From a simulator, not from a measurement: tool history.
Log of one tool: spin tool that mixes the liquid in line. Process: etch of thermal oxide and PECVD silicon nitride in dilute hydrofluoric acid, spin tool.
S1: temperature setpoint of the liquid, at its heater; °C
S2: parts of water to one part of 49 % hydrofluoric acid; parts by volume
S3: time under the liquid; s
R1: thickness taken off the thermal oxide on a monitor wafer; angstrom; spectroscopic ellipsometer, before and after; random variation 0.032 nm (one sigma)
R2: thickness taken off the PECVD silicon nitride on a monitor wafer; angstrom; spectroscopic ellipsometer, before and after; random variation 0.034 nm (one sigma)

run 1 hour=0 | S1=22 S2=50 S3=90 | R1=87.445 R2=25.536
run 2 hour=2.9 | S1=22 S2=45 S3=90 | R1=97.016 R2=27.619
run 3 hour=10.8 | S1=22 S2=50 S3=90 | R1=87 R2=25.705
run 4 hour=19.6 | S1=22 S2=50 S3=50 | R1=48.616 R2=14.274
run 5 hour=23.3 | S1=22 S2=50 S3=25 | R1=24.276 R2=7.164
run 6 hour=25.8 | S1=18.5 S2=50 S3=25 | R1=20.852 R2=5.6689
run 7 hour=31 | S1=18.5 S2=50 S3=25 | R1=20.801 R2=5.4752
run 8 hour=33.9 | S1=21.5 S2=40 S3=25 | R1=29.869 R2=8.5996
run 9 hour=39.9 | S1=23.5 S2=35 S3=30 | R1=44.733 R2=13.143

Run 10 comes next. What will it give?
run 10 hour=46 | S1=25 S2=35 S3=30 | R1=? R2=?

Run 10 gave R1 47.633 angstrom, R2 14.658 angstrom.
